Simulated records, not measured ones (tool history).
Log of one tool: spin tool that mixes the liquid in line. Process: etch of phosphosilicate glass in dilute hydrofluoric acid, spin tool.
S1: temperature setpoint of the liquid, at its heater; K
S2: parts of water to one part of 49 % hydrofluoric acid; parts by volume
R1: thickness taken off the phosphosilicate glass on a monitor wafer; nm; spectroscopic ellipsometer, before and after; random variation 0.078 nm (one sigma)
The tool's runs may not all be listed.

{"run": 1, "day": 0.0, "S1": 295.15, "S2": 220, "time under the liquid (s)": 75, "R1": 28.7}
{"run": 2, "day": 0.367, "S1": 298.15, "S2": 220, "time under the liquid (s)": 75, "R1": 31.911}
{"run": 3, "day": 0.679, "S1": 298.15, "S2": 220, "time under the liquid (s)": 75, "R1": 31.786}
{"run": 4, "day": 0.708, "S1": 296.15, "S2": 220, "time under the liquid (s)": 75, "R1": 29.563}
{"run": 5, "day": 0.771, "S1": 294.65, "S2": 220, "time under the liquid (s)": 75, "R1": 27.934}
{"run": 6, "day": 1.138, "S1": 293.65, "S2": 220, "time under the liquid (s)": 75, "R1": 27.026}
{"run": 7, "day": 1.2, "S1": 293.65, "S2": 220, "time under the liquid (s)": 75, "R1": 26.904}
{"run": 8, "day": 1.358, "S1": 293.15, "S2": 220, "time under the liquid (s)": 75, "R1": 26.446}
{"run": 9, "day": 1.462, "S1": 293.15, "S2": 220, "time under the liquid (s)": 75, "R1": 26.577}
{"run": 10, "day": 1.546, "S1": 292.65, "S2": 220, "time under the liquid (s)": 75, "R1": 25.94}

Run 11 has not been measured yet. What should we expect?
{"run": 11, "day": 1.7, "S1": 292.15, "S2": 220, "time under the liquid (s)": 75, "R1": "?"}

{"run 11": {"R1": 25.461}}

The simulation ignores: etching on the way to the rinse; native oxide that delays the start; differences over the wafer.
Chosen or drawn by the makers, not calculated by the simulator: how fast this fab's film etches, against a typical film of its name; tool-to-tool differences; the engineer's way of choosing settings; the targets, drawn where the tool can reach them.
